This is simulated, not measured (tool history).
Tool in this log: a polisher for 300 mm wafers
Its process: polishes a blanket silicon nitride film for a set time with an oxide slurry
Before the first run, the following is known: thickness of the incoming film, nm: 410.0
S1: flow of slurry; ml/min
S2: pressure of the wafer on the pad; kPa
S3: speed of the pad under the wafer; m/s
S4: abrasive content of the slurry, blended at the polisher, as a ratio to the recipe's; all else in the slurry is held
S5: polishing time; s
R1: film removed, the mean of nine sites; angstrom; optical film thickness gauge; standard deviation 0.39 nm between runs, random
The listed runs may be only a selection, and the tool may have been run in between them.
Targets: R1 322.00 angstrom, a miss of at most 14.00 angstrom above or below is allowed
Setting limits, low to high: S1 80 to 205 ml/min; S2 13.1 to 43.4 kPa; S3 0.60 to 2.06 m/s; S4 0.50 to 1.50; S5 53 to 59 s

Run 1, hour 0.0: S1 135 ml/min, S2 28.3 kPa, S3 1.32 m/s, S4 1.00, S5 59 s. Result: R1 501.29 angstrom.
Run 2, hour 0.9: S1 120 ml/min, S2 28.3 kPa, S3 1.32 m/s, S4 1.00, S5 59 s. Result: R1 508.07 angstrom.
Run 3, hour 5.3: S1 120 ml/min, S2 28.3 kPa, S3 1.52 m/s, S4 1.00, S5 59 s. Result: R1 559.20 angstrom.
Run 4, hour 11.0: S1 120 ml/min, S2 28.3 kPa, S3 1.52 m/s, S4 1.00, S5 59 s. Result: R1 555.01 angstrom.
Run 5, hour 12.7: S1 120 ml/min, S2 28.3 kPa, S3 1.52 m/s, S4 0.80, S5 59 s. Result: R1 516.30 angstrom.
Run 6, hour 19.7: S1 120 ml/min, S2 28.3 kPa, S3 1.84 m/s, S4 0.80, S5 59 s. Result: R1 595.47 angstrom.
Run 7, hour 24.6: S1 120 ml/min, S2 24.1 kPa, S3 1.78 m/s, S4 0.80, S5 59 s. Result: R1 493.85 angstrom.
Run 8, hour 29.3: S1 120 ml/min, S2 21.4 kPa, S3 1.76 m/s, S4 0.80, S5 59 s. Result: R1 428.88 angstrom.
Run 9, hour 35.8: S1 115 ml/min, S2 13.8 kPa, S3 1.74 m/s, S4 0.80, S5 59 s. Result: R1 282.72 angstrom.

Pick the move, out of 4, that brings all results within their allowed miss; only one does.
Run A, hour 42.3: S1 100 ml/min, S2 17.2 kPa, S3 1.34 m/s, S4 0.75, S5 58 s. Result: R1 ?.
Run B, hour 42.3: S1 120 ml/min, S2 14.5 kPa, S3 1.22 m/s, S4 1.15, S5 53 s. Result: R1 ?.
Run C, hour 42.3: S1 120 ml/min, S2 13.1 kPa, S3 1.64 m/s, S4 0.90, S5 56 s. Result: R1 ?.
Run D, hour 42.3: S1 100 ml/min, S2 17.2 kPa, S3 1.96 m/s, S4 0.75, S5 53 s. Result: R1 ?.

move      R1
   A  268.49
   B  238.62
   C  263.43
   D  332.59
A: moves away from the targets compared with the last run
B: moves away from the targets compared with the last run
C: moves away from the targets compared with the last run
D: each result inside its tolerance
Correct choice: D, which meets every target

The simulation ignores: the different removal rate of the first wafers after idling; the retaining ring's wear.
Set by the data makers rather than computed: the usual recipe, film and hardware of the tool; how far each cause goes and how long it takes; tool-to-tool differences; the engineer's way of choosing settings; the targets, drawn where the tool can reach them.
